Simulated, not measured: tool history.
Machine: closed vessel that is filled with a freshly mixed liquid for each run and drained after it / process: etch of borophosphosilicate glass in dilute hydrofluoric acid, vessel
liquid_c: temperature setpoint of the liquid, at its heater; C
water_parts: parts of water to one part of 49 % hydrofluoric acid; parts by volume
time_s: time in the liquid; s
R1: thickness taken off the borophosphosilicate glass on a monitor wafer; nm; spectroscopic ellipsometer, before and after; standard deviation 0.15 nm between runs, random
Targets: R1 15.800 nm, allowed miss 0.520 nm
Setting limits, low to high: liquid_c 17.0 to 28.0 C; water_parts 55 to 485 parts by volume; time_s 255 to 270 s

run 1 day=0.000 | liquid_c=20.0 water_parts=270 time_s=255 | R1=37.621
run 2 day=0.121 | liquid_c=18.5 water_parts=270 time_s=255 | R1=35.629
run 3 day=0.433 | liquid_c=18.0 water_parts=315 time_s=255 | R1=29.267
run 4 day=0.729 | liquid_c=17.5 water_parts=355 time_s=255 | R1=24.668
run 5 day=0.750 | liquid_c=17.5 water_parts=385 time_s=255 | R1=21.956
run 6 day=0.954 | liquid_c=17.5 water_parts=405 time_s=255 | R1=21.105
run 7 day=1.083 | liquid_c=17.5 water_parts=425 time_s=255 | R1=19.775
-- day=1.342 hydrofluoric acid flow meter replaced
run 8 day=1.342 | liquid_c=17.5 water_parts=440 time_s=255 | R1=16.485

Of the 4 settings listed for the next run, only one would bring every result within its allowed miss of target. Which one?
run A day=1.600 | liquid_c=17.0 water_parts=420 time_s=270 | R1=?
run B day=1.600 | liquid_c=19.5 water_parts=470 time_s=255 | R1=?
run C day=1.600 | liquid_c=21.0 water_parts=465 time_s=255 | R1=?
run D day=1.600 | liquid_c=17.0 water_parts=435 time_s=260 | R1=?

move=A R1=17.996
move=B R1=15.940
move=C R1=17.008
move=D R1=16.542
A: moves away from the targets compared with the last run
B: meets every target
C: moves away from the targets compared with the last run
D: moves away from the targets compared with the last run
The move that meets every target is B.
